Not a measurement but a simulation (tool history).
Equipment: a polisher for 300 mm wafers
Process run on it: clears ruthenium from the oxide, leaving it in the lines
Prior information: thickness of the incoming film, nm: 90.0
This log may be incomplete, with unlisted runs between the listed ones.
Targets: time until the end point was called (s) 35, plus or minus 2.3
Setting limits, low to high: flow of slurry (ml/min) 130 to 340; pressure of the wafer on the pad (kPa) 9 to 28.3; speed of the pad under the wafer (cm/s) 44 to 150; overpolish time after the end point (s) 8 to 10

| run | hour | flow of slurry (ml/min) | pressure of the wafer on the pad (kPa) | speed of the pad under the wafer (cm/s) | overpolish time after the end point (s) | time until the end point was called (s) |
|---|---|---|---|---|---|---|
| 1 | 0 | 220 | 18.6 | 96 | 10 | 51.3 |
| 2 | 0.7 | 220 | 18.6 | 76 | 10 | 60.061 |
| 3 | 2.3 | 220 | 18.6 | 76 | 10 | 62.243 |
| 4 | 6.5 | 220 | 19.3 | 78 | 10 | 57.231 |
| 5 | 8.7 | 240 | 19.3 | 78 | 10 | 56.911 |
| 6 | 10 | 240 | 19.3 | 94 | 10 | 50.65 |
| 7 | 16.4 | 240 | 20 | 94 | 10 | 47.79 |
| 8 | 24.8 | 240 | 20.7 | 94 | 10 | 47.819 |
| 9 | 31.5 | 240 | 21.4 | 96 | 10 | 44.523 |
| 10 | 38.3 | 240 | 22.1 | 96 | 10 | 42.489 |
| 11 | 46.9 | 240 | 24.1 | 98 | 10 | 38.303 |

Pick the move, out of 4, that brings all results within their allowed miss; only one does.
| A | 55.5 | 280 | 24.1 | 80 | 10 | ? |
| B | 55.5 | 215 | 26.2 | 120 | 8 | ? |
| C | 55.5 | 230 | 25.5 | 102 | 8 | ? |
| D | 55.5 | 250 | 24.1 | 90 | 8 | ? |

| move | time until the end point was called (s) |
|---|---|
| A | 45.404 |
| B | 30.905 |
| C | 36.064 |
| D | 41.797 |
A: its largest miss is bigger than the last run's
B: moves the result that the last run missed by most past its target, out the other side
C: all results land within tolerance of their targets
D: its largest miss is bigger than the last run's
C is the move that brings every result within its allowed miss.
